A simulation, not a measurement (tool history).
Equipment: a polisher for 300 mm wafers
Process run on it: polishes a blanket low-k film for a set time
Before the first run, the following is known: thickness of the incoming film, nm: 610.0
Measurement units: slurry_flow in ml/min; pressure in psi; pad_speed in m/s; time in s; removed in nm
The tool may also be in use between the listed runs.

| run | hour | slurry_flow | pressure | pad_speed | slurry_solids | time | removed |
|---|---|---|---|---|---|---|---|
| 1 | 0 | 300 | 1.4 | 1.22 | 1 | 52 | 19.94 |
| 2 | 7.9 | 300 | 1.2 | 1.22 | 1 | 52 | 17.309 |
| 3 | 9 | 360 | 1.2 | 1.22 | 1 | 52 | 17.689 |
| 4 | 13.7 | 355 | 1.1 | 1.22 | 1 | 52 | 16.177 |
| 5 | 18 | 355 | 0.8 | 1.22 | 1 | 52 | 11.958 |
| 6 | 24.2 | 355 | 0.8 | 1.46 | 1 | 52 | 13.743 |
| 7 | 25.9 | 345 | 0.8 | 1.46 | 1 | 52 | 13.671 |
| 8 | 27.2 | 335 | 0.8 | 1.46 | 1 | 52 | 13.65 |
| 9 | 33.3 | 325 | 0.8 | 1.46 | 1 | 52 | 13.643 |
| 10 | 39.4 | 320 | 0.8 | 1.46 | 1 | 52 | 13.909 |
| 11 | 48.3 | 320 | 0.7 | 1.46 | 1 | 52 | 12.201 |
| 12 | 53 | 320 | 0.7 | 1.46 | 1 | 52 | 12.052 |
| 13 | 54.8 | 335 | 0.7 | 1.46 | 1 | 52 | 12.205 |
| 14 | 62.8 | 345 | 0.7 | 1.46 | 1 | 52 | 12.134 |
| 15 | 63.7 | 345 | 0.8 | 1.46 | 1 | 52 | 13.709 |
| 16 | 67.3 | 330 | 0.8 | 1.46 | 1 | 52 | 13.511 |
| 17 | 71.6 | 320 | 0.8 | 1.46 | 1 | 52 | 13.713 |
| 18 | 80.6 | 320 | 0.7 | 1.46 | 1 | 52 | 12.177 |
| 19 | 81.4 | 335 | 0.7 | 1.46 | 1 | 52 | 12.071 |

What does the tool deliver on the next run?
| 20 | 86.3 | 335 | 0.7 | 1.46 | 1 | 52 | ? |

{"run 20": {"removed": 12.218}}
